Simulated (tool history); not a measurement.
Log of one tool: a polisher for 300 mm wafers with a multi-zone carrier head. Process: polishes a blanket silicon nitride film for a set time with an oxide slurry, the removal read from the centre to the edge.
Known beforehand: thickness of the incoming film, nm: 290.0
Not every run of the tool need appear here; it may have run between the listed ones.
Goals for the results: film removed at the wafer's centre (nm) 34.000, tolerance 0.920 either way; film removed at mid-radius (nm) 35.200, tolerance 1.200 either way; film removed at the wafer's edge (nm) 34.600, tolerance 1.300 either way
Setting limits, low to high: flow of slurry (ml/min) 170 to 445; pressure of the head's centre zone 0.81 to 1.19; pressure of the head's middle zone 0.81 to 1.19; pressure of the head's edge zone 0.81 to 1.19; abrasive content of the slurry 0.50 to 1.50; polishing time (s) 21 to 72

run,hour,flow of slurry (ml/min),pressure of the head's centre zone,pressure of the head's middle zone,pressure of the head's edge zone,abrasive content of the slurry,polishing time (s),film removed at the wafer's centre (nm),film removed at mid-radius (nm),film removed at the wafer's edge (nm)
1,0.0,285,1.00,1.00,1.00,1.00,46,38.722,37.327,37.411
2,4.0,285,1.00,1.00,1.00,0.85,46,35.963,35.756,34.701
3,9.0,285,1.00,1.00,1.00,0.75,46,33.891,34.353,33.239
4,14.2,285,1.00,1.00,1.00,0.55,46,29.552,29.657,28.607
5,15.4,285,1.00,1.00,1.08,0.55,46,29.335,29.125,30.460
6,17.6,285,1.00,1.00,1.08,0.50,46,28.675,28.558,28.487
7,26.1,330,1.08,1.10,1.15,0.75,45,36.754,35.610,34.546
8,34.5,330,1.08,1.10,1.15,0.75,45,36.181,36.528,35.442
9,37.2,320,1.07,1.10,1.15,0.75,45,35.401,35.658,35.218
10,39.0,315,1.07,1.10,1.15,0.75,45,36.243,35.889,34.733

Consider the 5 candidate settings below. Which is the only one whose results all fall within their allowed miss of target?
A,40.8,350,0.95,0.87,1.19,0.80,46,?,?,?
B,40.8,425,0.96,1.12,1.19,0.90,40,?,?,?
C,40.8,400,0.87,0.87,1.19,0.85,44,?,?,?
D,40.8,215,1.02,1.09,1.12,0.75,47,?,?,?
E,40.8,310,1.05,1.00,1.11,0.95,44,?,?,?

move,film removed at the wafer's centre (nm),film removed at mid-radius (nm),film removed at the wafer's edge (nm)
A,34.308,33.096,37.545
B,32.184,36.328,34.587
C,31.591,32.832,37.140
D,34.054,36.081,34.623
E,37.933,36.772,36.881
A: brings the last run's worst result on target, with another outside its allowed miss
B: pushes the last run's worst result past its target
C: pushes the last run's worst result past its target
D: in spec on every target
E: misses by more than the last run did
Move D is the one to make.
